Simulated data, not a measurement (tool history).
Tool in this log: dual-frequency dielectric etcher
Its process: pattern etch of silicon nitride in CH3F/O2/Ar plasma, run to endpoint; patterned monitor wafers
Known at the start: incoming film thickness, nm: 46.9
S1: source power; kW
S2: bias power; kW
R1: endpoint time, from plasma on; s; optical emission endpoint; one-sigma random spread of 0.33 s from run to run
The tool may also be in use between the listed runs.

run  hour    S1     S2      R1
  1     0  0.54  0.085  59.496
  2   7.1  0.54  0.091  57.431
  3  13.5  0.63  0.091  54.124
  4  20.9   0.6   0.09    55.4
  5  23.7  0.58  0.089  56.059
  6  27.5  0.58  0.096  55.033
  7  34.6  0.55  0.095   56.02
  8  43.4  0.53  0.094  57.428
  9  46.4  0.51  0.093  58.783
 10  53.8  0.49  0.092  60.035

Run 11, settings as shown, results not yet in. Your forecast:
 11  54.4  0.48  0.092   ?

{"run 11": {"R1": 59.826}}
